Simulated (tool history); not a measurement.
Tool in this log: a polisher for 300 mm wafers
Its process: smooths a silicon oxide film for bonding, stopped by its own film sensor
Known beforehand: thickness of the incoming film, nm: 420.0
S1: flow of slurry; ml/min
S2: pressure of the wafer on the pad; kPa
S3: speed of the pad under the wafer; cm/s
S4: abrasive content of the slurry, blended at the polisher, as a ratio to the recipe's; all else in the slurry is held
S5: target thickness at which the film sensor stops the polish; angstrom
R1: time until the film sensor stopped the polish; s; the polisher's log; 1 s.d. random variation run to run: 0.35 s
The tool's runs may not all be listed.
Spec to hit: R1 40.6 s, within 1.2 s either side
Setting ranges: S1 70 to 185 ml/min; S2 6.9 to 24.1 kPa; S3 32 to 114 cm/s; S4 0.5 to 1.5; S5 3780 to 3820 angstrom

{"run": 1, "day": 0.0, "S1": 120, "S2": 15.2, "S3": 72, "S4": 1, "S5": 3780, "R1": 58.736}
{"run": 2, "day": 0.292, "S1": 120, "S2": 15.2, "S3": 72, "S4": 0.9, "S5": 3780, "R1": 60.736}
{"run": 3, "day": 0.533, "S1": 125, "S2": 16.5, "S3": 72, "S4": 0.9, "S5": 3780, "R1": 56.523}
{"run": 4, "day": 0.783, "S1": 125, "S2": 17.9, "S3": 72, "S4": 0.9, "S5": 3780, "R1": 52.269}
{"run": 5, "day": 0.942, "S1": 130, "S2": 18.6, "S3": 72, "S4": 0.9, "S5": 3780, "R1": 49.004}
{"run": 6, "day": 1.262, "S1": 130, "S2": 15.2, "S3": 72, "S4": 0.9, "S5": 3780, "R1": 60.231}
{"run": 7, "day": 1.35, "S1": 135, "S2": 16.5, "S3": 72, "S4": 0.9, "S5": 3780, "R1": 54.884}
{"run": 8, "day": 1.479, "S1": 135, "S2": 16.5, "S3": 72, "S4": 0.9, "S5": 3780, "R1": 54.975}

Consider the 4 candidate settings below. Which is the only one whose results all fall within their allowed miss of target?
{"run": "A", "day": 1.608, "S1": 140, "S2": 17.2, "S3": 82, "S4": 0.85, "S5": 3820, "R1": "?"}
{"run": "B", "day": 1.608, "S1": 135, "S2": 17.9, "S3": 76, "S4": 1.05, "S5": 3820, "R1": "?"}
{"run": "C", "day": 1.608, "S1": 135, "S2": 12.4, "S3": 58, "S4": 0.85, "S5": 3780, "R1": "?"}
{"run": "D", "day": 1.608, "S1": 160, "S2": 18.6, "S3": 74, "S4": 0.8, "S5": 3820, "R1": "?"}

move=A R1=43.973
move=B R1=40.575
move=C R1=88.79
move=D R1=44.74
A: gains on the last run, yet a result remains outside its allowed miss
B: all results land within tolerance of their targets
C: its largest miss is bigger than the last run's
D: gains on the last run, yet a result remains outside its allowed miss
B is the move that brings every result within its allowed miss.

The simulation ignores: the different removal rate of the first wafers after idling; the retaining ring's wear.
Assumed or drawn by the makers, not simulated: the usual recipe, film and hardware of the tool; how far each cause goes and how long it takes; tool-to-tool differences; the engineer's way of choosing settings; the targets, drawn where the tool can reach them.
